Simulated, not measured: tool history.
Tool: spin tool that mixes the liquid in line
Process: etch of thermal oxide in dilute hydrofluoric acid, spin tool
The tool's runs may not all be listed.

run,hour,temperature setpoint of the liquid (K),parts of water to one part of 49 % hydrofluoric acid (parts by volume),time under the liquid (s),thickness taken off the thermal oxide on a monitor wafer (nm)
1,0.0,295.15,230,315,5.5292
2,4.0,295.15,230,340,5.8603
3,8.4,293.65,230,340,5.5808
4,12.0,295.65,225,340,6.0732
5,14.4,295.65,265,340,5.0576
6,15.5,295.65,265,315,4.6126
7,18.5,297.15,245,315,5.4007
8,24.3,298.15,230,315,6.1028

Forecast run 9:
9,32.9,299.15,220,315,?

{"run 9": {"thickness taken off the thermal oxide on a monitor wafer (nm)": 6.6586}}

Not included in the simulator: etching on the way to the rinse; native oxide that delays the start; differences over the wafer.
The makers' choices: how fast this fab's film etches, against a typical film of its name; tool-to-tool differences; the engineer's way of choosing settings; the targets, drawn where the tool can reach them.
